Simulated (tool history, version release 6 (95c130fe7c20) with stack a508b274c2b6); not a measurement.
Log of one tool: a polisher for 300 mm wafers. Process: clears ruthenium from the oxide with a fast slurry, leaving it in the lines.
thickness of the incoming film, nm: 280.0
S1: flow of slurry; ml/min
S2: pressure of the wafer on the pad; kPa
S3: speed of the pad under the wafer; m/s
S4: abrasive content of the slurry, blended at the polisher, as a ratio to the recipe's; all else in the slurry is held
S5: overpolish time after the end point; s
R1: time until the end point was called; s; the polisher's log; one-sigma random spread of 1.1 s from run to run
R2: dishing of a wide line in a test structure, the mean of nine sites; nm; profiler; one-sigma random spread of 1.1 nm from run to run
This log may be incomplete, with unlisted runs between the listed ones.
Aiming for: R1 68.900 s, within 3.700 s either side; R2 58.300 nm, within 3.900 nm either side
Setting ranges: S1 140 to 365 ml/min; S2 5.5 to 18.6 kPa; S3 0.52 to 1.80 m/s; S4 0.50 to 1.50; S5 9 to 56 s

| run | day | S1 | S2 | S3 | S4 | S5 | R1 | R2 |
|---|---|---|---|---|---|---|---|---|
| 1 | 0.000 | 235 | 11.7 | 1.16 | 1.00 | 29 | 95.772 | 52.567 |
| 2 | 0.112 | 235 | 11.7 | 1.00 | 1.00 | 29 | 109.490 | 47.157 |
| 3 | 0.279 | 235 | 11.7 | 0.86 | 1.00 | 29 | 123.360 | 44.109 |
| 4 | 0.412 | 235 | 13.1 | 0.88 | 1.00 | 28 | 111.620 | 46.206 |
| 5 | 0.600 | 235 | 14.5 | 0.92 | 1.00 | 27 | 98.703 | 50.465 |
| 6 | 0.779 | 235 | 14.5 | 1.08 | 1.00 | 27 | 85.443 | 54.424 |
| 7 | 1.062 | 235 | 15.2 | 1.08 | 1.00 | 26 | 83.765 | 53.008 |
| 8 | 1.171 | 235 | 15.9 | 1.08 | 1.00 | 26 | 76.174 | 53.767 |
| 9 | 1.408 | 235 | 16.5 | 1.08 | 1.00 | 27 | 75.813 | 57.839 |
| 10 | 1.733 | 235 | 16.5 | 1.08 | 1.00 | 26 | 73.009 | 57.691 |

Next run, 4 choices. One meets every target within its allowed miss, the rest don't. Which?
| A | 2.058 | 225 | 16.5 | 1.02 | 1.05 | 23 | ? | ? |
| B | 2.058 | 230 | 18.6 | 1.08 | 1.15 | 24 | ? | ? |
| C | 2.058 | 310 | 17.2 | 1.06 | 1.05 | 25 | ? | ? |
| D | 2.058 | 230 | 13.1 | 1.42 | 0.95 | 22 | ? | ? |

| move | R1 | R2 |
|---|---|---|
| A | 75.137 | 54.442 |
| B | 60.995 | 62.928 |
| C | 68.088 | 60.597 |
| D | 73.545 | 53.666 |
A: further off than the last run
B: pushes the last run's worst result past its target
C: all results land within tolerance of their targets
D: further off than the last run
The move that meets every target is C.

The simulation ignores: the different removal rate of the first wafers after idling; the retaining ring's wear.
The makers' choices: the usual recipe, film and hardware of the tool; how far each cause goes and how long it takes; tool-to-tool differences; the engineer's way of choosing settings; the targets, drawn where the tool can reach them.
